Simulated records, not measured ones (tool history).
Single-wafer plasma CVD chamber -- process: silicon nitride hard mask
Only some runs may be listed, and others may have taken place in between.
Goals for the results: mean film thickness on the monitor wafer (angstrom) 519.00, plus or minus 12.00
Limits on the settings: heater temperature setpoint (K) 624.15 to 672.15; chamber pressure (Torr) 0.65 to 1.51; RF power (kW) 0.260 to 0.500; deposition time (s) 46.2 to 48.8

run	day	heater temperature setpoint (K)	chamber pressure (Torr)	RF power (kW)	deposition time (s)	mean film thickness on the monitor wafer (angstrom)
1	0.000	648.15	1.08	0.380	48.8	601.78
2	0.058	648.15	1.08	0.355	48.8	568.76
3	0.196	652.15	1.08	0.355	48.8	572.72
4	0.225	652.15	1.05	0.355	48.8	556.93
5	0.404	652.15	1.05	0.375	48.8	586.47
6	0.692	652.15	1.02	0.375	48.8	573.58
7	0.750	652.15	1.00	0.375	48.8	570.31
8	1.038	652.15	0.98	0.375	48.8	555.81
9	1.112	652.15	0.97	0.375	48.8	561.30

Below are 4 possible settings for the next run. Only one of them brings all results inside the allowed miss of their targets. Which is it?
A	1.188	648.15	0.87	0.375	46.2	?
B	1.188	650.15	1.04	0.385	48.8	?
C	1.188	669.15	1.24	0.385	47.6	?
D	1.188	652.15	0.83	0.405	47.9	?

move	mean film thickness on the monitor wafer (angstrom)
A	494.76
B	590.49
C	621.36
D	522.01
A: the result that was furthest off in the last run now lies on the other side of its target
B: further off than the last run
C: further off than the last run
D: hits every target within its allowed miss
So the answer is move D, the one that meets all the targets.

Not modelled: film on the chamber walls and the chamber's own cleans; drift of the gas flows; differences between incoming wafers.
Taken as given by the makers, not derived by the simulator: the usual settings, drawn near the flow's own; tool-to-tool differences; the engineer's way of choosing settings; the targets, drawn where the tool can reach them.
